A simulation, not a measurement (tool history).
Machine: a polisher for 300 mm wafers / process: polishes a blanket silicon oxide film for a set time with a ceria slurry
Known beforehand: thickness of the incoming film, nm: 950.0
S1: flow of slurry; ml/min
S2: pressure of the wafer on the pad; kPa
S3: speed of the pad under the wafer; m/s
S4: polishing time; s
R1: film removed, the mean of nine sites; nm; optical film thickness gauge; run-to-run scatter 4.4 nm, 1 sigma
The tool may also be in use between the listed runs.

run,day,S1,S2,S3,S4,R1
1,0.000,315,23.4,1.40,27,216.02
2,0.304,315,25.5,1.42,27,227.30
3,0.367,315,29.0,1.42,27,258.52
4,0.654,315,30.3,1.42,27,265.10
5,0.733,315,30.3,1.12,27,222.86
6,0.779,315,30.3,1.30,27,244.08

For run 7, what comes out?
7,0.888,315,31.7,1.32,27,?

Run 7 came out at R1 259.69 nm.
